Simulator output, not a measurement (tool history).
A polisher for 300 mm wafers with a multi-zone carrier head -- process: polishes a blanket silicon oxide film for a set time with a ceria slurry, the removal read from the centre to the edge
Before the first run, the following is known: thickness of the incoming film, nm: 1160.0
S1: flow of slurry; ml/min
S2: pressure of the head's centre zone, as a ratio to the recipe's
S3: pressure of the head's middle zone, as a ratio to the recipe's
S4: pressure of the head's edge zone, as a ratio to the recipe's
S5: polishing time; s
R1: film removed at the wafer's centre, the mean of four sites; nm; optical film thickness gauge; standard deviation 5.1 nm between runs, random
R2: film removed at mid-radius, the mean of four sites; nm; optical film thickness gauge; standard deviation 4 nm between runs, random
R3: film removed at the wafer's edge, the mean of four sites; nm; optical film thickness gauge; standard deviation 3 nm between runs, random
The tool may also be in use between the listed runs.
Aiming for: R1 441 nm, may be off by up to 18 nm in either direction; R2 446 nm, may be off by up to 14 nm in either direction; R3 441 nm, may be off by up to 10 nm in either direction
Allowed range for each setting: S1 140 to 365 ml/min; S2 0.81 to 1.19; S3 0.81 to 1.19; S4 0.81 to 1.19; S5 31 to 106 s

run 1 hour=0 | S1=235 S2=1 S3=1 S4=1 S5=68 | R1=348.65 R2=393.03 R3=386.37
run 2 hour=6.5 | S1=235 S2=1 S3=1 S4=0.96 S5=68 | R1=352.01 R2=397.1 R3=384.95
run 3 hour=7.4 | S1=235 S2=1.07 S3=1 S4=0.96 S5=68 | R1=380.53 R2=394.87 R3=378.46
run 4 hour=14.3 | S1=240 S2=1.07 S3=1 S4=0.98 S5=69 | R1=384.04 R2=405.84 R3=386.67
run 5 hour=18.7 | S1=215 S2=1.07 S3=1 S4=0.98 S5=69 | R1=376.44 R2=395.48 R3=384.81
run 6 hour=23.5 | S1=215 S2=1.07 S3=1.05 S4=0.98 S5=69 | R1=375.13 R2=413.96 R3=387.36
run 7 hour=24.7 | S1=220 S2=1.08 S3=1.05 S4=1 S5=70 | R1=392.92 R2=416.64 R3=396.06
run 8 hour=25.5 | S1=225 S2=1.08 S3=1.05 S4=1.02 S5=70 | R1=388.79 R2=421.02 R3=400.35
run 9 hour=26.6 | S1=230 S2=1.09 S3=1.05 S4=1.03 S5=70 | R1=393.65 R2=418.65 R3=402.26
run 10 hour=33.5 | S1=235 S2=1.1 S3=1.05 S4=1.04 S5=70 | R1=402.76 R2=413.81 R3=405.34
run 11 hour=35.1 | S1=295 S2=1.13 S3=1.11 S4=1.13 S5=72 | R1=432.19 R2=461.58 R3=444.3

Which one of the following 4 next-run settings gets every result inside its allowed miss? There is exactly one.
run A hour=36.7 | S1=300 S2=1.14 S3=1.11 S4=1.05 S5=73 | R1=? R2=? R3=?
run B hour=36.7 | S1=340 S2=1.15 S3=1.05 S4=1.13 S5=71 | R1=? R2=? R3=?
run C hour=36.7 | S1=280 S2=1.05 S3=1.09 S4=1.19 S5=70 | R1=? R2=? R3=?
run D hour=36.7 | S1=195 S2=1.08 S3=1.1 S4=1.16 S5=74 | R1=? R2=? R3=?

move=A R1=433.71 R2=473 R3=432.09
move=B R1=430.88 R2=443.77 R3=440.34
move=C R1=379.53 R2=443.5 R3=439.38
move=D R1=392.17 R2=451.03 R3=442.59
A: misses by more than the last run did
B: meets every target
C: the furthest-off result lands on target, but another misses its tolerance
D: the furthest-off result lands on target, but another misses its tolerance
Correct choice: B, which meets every target
